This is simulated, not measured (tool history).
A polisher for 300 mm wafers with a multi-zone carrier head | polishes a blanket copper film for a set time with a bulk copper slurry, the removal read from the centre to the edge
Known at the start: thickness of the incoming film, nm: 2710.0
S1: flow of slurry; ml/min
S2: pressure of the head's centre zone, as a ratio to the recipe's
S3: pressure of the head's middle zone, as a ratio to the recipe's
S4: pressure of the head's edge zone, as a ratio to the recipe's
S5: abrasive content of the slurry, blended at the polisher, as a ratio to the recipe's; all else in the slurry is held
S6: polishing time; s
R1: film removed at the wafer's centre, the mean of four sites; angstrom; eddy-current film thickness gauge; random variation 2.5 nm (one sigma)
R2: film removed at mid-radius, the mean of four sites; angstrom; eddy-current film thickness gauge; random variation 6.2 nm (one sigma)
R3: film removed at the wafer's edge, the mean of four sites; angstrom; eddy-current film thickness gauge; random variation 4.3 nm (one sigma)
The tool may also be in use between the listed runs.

run	hour	S1	S2	S3	S4	S5	S6	R1	R2	R3
1	0	120	1	1	1	1	45	3484.9	3530.1	3588.9
2	8.8	120	1.04	1	1	1	45	3613.8	3622.7	3613.5
3	14.1	130	1.04	1.02	1	1	45	3732.2	3786.6	3697.2
4	22.7	135	1.04	1.03	1	1	45	3803.5	3777.8	3726.6
5	26.7	135	1.04	1.03	1	0.8	45	3641.9	3641.5	3574.1
6	28.9	145	1.04	1.06	1.01	0.8	45	3645.8	3742.9	3640.8

Run 7 comes next. What will it give?
7	32.5	145	1.04	1.06	1.01	0.8	45	?	?	?

Run 7 gave R1 3697.1 angstrom, R2 3739.4 angstrom, R3 3616.6 angstrom.

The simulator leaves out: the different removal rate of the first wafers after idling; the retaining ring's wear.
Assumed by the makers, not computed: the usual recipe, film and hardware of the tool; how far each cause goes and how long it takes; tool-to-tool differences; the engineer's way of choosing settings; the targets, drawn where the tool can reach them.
